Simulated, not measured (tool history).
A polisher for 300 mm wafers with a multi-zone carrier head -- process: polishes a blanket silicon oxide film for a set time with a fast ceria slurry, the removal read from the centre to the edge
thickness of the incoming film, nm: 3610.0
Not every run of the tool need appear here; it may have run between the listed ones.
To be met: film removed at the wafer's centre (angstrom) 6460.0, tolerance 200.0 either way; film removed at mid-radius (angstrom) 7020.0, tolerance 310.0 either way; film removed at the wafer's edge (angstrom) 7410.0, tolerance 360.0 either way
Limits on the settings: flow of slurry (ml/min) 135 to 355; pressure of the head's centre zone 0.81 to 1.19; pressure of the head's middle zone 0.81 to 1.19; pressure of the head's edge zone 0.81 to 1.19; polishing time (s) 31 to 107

run  hour  flow of slurry (ml/min)  pressure of the head's centre zone  pressure of the head's middle zone  pressure of the head's edge zone  polishing time (s)  film removed at the wafer's centre (angstrom)  film removed at mid-radius (angstrom)  film removed at the wafer's edge (angstrom)
  1   0.0                      225                                1.00                                1.00                              1.00                  69                                        11670.0                                12026.0                                      11525.0
  2   4.9                      225                                1.00                                1.00                              1.06                  69                                        11643.0                                11781.0                                      11870.0
  3  12.9                      220                                0.97                                0.98                              1.04                  63                                        10234.0                                10977.0                                      10744.0
  4  19.5                      215                                0.96                                0.95                              1.05                  57                                         9287.9                                 9593.5                                      10012.0
  5  23.6                      215                                0.96                                0.95                              0.99                  57                                         9179.8                                 9455.9                                       9705.0
  6  29.9                      215                                0.96                                0.95                              1.05                  57                                         9289.7                                 9520.1                                       9930.1
  7  34.7                      210                                0.94                                0.94                              1.03                  53                                         8383.9                                 8792.2                                       9155.8
  8  41.0                      205                                0.92                                0.93                              1.00                  51                                         7981.9                                 8429.5                                       8477.8
  9  50.0                      200                                0.90                                0.91                              1.00                  50                                         7484.3                                 8074.6                                       8443.6
 10  56.6                      195                                0.89                                0.90                              0.98                  49                                         7273.0                                 7783.7                                       8114.0
 11  62.0                      165                                0.81                                0.84                              0.91                  47                                         6139.5                                 6767.1                                       7647.7

Which of these 4 next moves meets every target?
  A  67.4                      235                                0.85                                0.87                              0.92                  45                                              ?                                      ?                                            ?
  B  67.4                      235                                0.91                                0.94                              0.89                  42                                              ?                                      ?                                            ?
  C  67.4                      155                                0.89                                0.84                              0.86                  48                                              ?                                      ?                                            ?
  D  67.4                      160                                0.84                                0.93                              0.89                  45                                              ?                                      ?                                            ?

move  film removed at the wafer's centre (angstrom)  film removed at mid-radius (angstrom)  film removed at the wafer's edge (angstrom)
   A                                         6467.1                                 7228.9                                       7263.6
   B                                         6468.9                                 7164.5                                       6671.0
   C                                         6818.4                                 7125.4                                       7233.4
   D                                         6063.9                                 7262.5                                       6902.2
A: meets every target
B: brings the result that was furthest off to its target, and leaves another outside
C: the result that was furthest off in the last run now lies on the other side of its target
D: further off than the last run
A is the move that brings every result within its allowed miss.

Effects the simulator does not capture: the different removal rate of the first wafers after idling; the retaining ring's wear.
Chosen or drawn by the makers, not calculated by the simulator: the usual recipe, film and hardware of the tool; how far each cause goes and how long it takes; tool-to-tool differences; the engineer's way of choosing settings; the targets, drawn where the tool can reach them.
